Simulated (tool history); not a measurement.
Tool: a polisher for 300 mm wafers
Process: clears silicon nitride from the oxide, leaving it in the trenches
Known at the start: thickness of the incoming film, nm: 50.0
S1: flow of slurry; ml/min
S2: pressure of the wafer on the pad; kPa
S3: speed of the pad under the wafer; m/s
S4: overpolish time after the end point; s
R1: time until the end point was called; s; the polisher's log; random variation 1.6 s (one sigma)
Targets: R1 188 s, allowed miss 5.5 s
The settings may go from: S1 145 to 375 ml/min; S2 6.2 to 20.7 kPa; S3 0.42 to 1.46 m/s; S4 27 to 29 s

| run | hour | S1 | S2 | S3 | S4 | R1 |
|---|---|---|---|---|---|---|
| 1 | 0 | 240 | 13.1 | 0.94 | 27 | 87.29 |
| 2 | 1.8 | 240 | 11.7 | 0.9 | 27 | 95.94 |
| 3 | 7.1 | 235 | 11 | 0.84 | 27 | 106.17 |
| 4 | 12.4 | 235 | 10.3 | 0.78 | 27 | 118.83 |
| 5 | 16.8 | 215 | 10.3 | 0.78 | 27 | 117.96 |
| 6 | 18.5 | 215 | 9.7 | 0.74 | 27 | 128.39 |
| 7 | 23.7 | 215 | 9 | 0.72 | 27 | 136.38 |
| 8 | 29.7 | 215 | 8.3 | 0.7 | 27 | 148.4 |
| 9 | 36.9 | 215 | 8.3 | 0.68 | 27 | 153.26 |
| 10 | 41.3 | 215 | 6.9 | 0.64 | 27 | 174.83 |

Which of these 4 next moves meets every target?
| A | 45.7 | 245 | 6.9 | 0.64 | 27 | ? |
| B | 45.7 | 180 | 6.2 | 0.7 | 29 | ? |
| C | 45.7 | 325 | 9 | 0.58 | 27 | ? |
| D | 45.7 | 210 | 8.3 | 0.54 | 29 | ? |

| move | R1 |
|---|---|
| A | 172.4 |
| B | 169.81 |
| C | 163.79 |
| D | 188.6 |
A: further off than the last run
B: further off than the last run
C: further off than the last run
D: meets every target
The right move is D.

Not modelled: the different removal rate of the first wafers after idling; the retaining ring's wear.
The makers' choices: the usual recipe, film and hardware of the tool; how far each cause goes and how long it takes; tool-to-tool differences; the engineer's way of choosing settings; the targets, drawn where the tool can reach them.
